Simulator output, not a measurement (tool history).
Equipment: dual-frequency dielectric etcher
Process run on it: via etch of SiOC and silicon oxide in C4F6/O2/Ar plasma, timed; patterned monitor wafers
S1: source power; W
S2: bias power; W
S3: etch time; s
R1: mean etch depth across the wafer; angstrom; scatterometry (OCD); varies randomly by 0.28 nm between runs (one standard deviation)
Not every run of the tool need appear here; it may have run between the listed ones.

| run | day | S1 | S2 | S3 | R1 |
|---|---|---|---|---|---|
| 1 | 0.000 | 450 | 145 | 78.5 | 836.83 |
| 2 | 0.275 | 400 | 131 | 78.5 | 766.78 |
| 3 | 0.396 | 400 | 152 | 78.5 | 799.20 |
| 4 | 0.721 | 400 | 135 | 78.5 | 775.22 |
| 5 | 0.921 | 360 | 128 | 78.5 | 728.02 |
| 6 | 1.267 | 330 | 125 | 78.5 | 687.89 |

What will run 7 give?
| 7 | 1.571 | 320 | 125 | 78.5 | ? |

R1: 676.48 angstrom
